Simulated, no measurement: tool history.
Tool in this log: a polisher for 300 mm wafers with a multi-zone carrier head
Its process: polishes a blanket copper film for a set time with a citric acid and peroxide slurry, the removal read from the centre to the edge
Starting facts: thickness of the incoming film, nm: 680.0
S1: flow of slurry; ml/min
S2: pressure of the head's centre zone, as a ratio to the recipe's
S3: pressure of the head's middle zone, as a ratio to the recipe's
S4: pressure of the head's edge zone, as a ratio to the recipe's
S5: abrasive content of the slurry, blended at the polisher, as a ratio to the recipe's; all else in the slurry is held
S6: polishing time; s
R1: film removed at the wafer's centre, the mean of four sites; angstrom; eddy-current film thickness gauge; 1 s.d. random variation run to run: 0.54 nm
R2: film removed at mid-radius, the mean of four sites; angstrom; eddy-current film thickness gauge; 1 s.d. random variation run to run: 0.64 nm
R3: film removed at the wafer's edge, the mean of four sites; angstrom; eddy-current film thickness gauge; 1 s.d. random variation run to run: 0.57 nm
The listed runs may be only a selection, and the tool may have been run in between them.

| run | day | S1 | S2 | S3 | S4 | S5 | S6 | R1 | R2 | R3 |
|---|---|---|---|---|---|---|---|---|---|---|
| 1 | 0 | 270 | 1 | 1 | 1 | 1 | 62 | 1086.4 | 1066.1 | 1116.5 |
| 2 | 0.283 | 270 | 0.96 | 1 | 1 | 1 | 62 | 1040.1 | 1048.2 | 1104.8 |
| 3 | 0.6 | 255 | 0.95 | 0.99 | 0.95 | 0.85 | 52 | 845.46 | 856.28 | 858.76 |
| 4 | 0.833 | 255 | 0.95 | 0.99 | 0.99 | 0.85 | 52 | 828.79 | 862 | 887.56 |
| 5 | 1.196 | 255 | 0.87 | 0.99 | 0.99 | 0.85 | 52 | 767.22 | 847.37 | 904.78 |
| 6 | 1.467 | 250 | 0.88 | 0.96 | 0.95 | 0.75 | 46 | 683.98 | 717.16 | 740.77 |
| 7 | 1.712 | 220 | 0.81 | 0.86 | 0.85 | 0.5 | 36 | 422.51 | 454.79 | 504.97 |
| 8 | 1.95 | 295 | 0.91 | 0.96 | 0.84 | 0.5 | 32 | 473.9 | 474.97 | 469.75 |

What does the tool deliver on the next run?
| 9 | 2.217 | 295 | 0.92 | 0.97 | 0.86 | 0.5 | 32 | ? | ? | ? |

{"run 9": {"R1": 464.52, "R2": 482, "R3": 480.53}}

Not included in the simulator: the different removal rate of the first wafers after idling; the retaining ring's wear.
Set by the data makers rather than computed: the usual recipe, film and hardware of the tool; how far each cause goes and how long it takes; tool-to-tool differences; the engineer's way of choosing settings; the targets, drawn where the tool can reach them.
